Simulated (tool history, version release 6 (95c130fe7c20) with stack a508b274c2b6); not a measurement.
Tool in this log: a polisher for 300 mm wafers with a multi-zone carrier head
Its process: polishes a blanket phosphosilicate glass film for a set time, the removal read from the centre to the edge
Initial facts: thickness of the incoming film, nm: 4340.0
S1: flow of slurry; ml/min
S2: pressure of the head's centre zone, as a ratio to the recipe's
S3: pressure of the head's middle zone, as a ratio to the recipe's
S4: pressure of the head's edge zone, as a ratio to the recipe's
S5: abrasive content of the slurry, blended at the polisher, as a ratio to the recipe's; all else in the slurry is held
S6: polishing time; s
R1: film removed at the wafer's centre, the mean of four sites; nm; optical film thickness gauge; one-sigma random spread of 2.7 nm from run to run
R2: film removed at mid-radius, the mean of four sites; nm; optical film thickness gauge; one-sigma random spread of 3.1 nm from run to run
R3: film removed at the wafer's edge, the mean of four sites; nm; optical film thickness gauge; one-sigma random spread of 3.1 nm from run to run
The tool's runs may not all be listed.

run,hour,S1,S2,S3,S4,S5,S6,R1,R2,R3
1,0.0,215,1.00,1.00,1.00,1.00,74,293.21,292.04,296.84
2,2.3,265,1.00,1.00,1.00,1.00,74,301.92,300.20,300.17
3,6.4,225,1.00,1.00,1.00,1.00,74,298.68,296.86,293.41
4,13.1,225,1.00,1.00,1.00,1.10,74,312.64,307.82,307.50
5,17.3,230,1.02,1.00,1.03,1.15,74,322.97,312.90,319.35
6,21.7,205,1.02,1.00,1.03,1.15,74,317.70,311.07,314.12
7,29.2,205,1.02,1.00,1.03,1.15,74,318.47,315.79,317.08
8,31.3,215,1.05,1.00,1.06,1.20,74,335.00,315.67,322.09
9,32.6,220,1.06,1.00,1.08,1.25,75,346.24,330.60,339.82
10,40.0,230,1.08,1.00,1.09,1.30,75,360.99,334.78,349.33

What does the tool deliver on the next run?
11,44.3,240,1.10,1.00,1.10,1.35,75,?,?,?

{"run 11": {"R1": 373.36, "R2": 343.28, "R3": 356.64}}
